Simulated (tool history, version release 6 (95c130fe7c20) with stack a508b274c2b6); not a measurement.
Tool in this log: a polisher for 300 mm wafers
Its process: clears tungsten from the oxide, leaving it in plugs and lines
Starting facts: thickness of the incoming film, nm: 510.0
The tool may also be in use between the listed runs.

| run | hour | flow of slurry (ml/min) | pressure of the wafer on the pad (kPa) | speed of the pad under the wafer (m/s) | abrasive content of the slurry | overpolish time after the end point (s) | time until the end point was called (s) |
|---|---|---|---|---|---|---|---|
| 1 | 0 | 200 | 30.3 | 0.84 | 1 | 27 | 103.65 |
| 2 | 2.1 | 200 | 26.9 | 0.84 | 1 | 27 | 116.87 |
| 3 | 10.8 | 200 | 26.9 | 0.84 | 1 | 27 | 113.08 |
| 4 | 13.5 | 200 | 26.9 | 1 | 1 | 27 | 97.42 |
| 5 | 18.3 | 200 | 23.4 | 0.98 | 1 | 27 | 113 |
| 6 | 24.4 | 200 | 23.4 | 1.12 | 1 | 27 | 100.02 |
| 7 | 26.2 | 200 | 20.7 | 1.08 | 1 | 27 | 116.39 |
| 8 | 33.2 | 200 | 20.7 | 1.08 | 1 | 27 | 115.78 |

Run 9 has not been measured yet. What should we expect?
| 9 | 41.8 | 200 | 18.6 | 1.06 | 1 | 27 | ? |

Logged for run 9: time until the end point was called (s) 133.65.
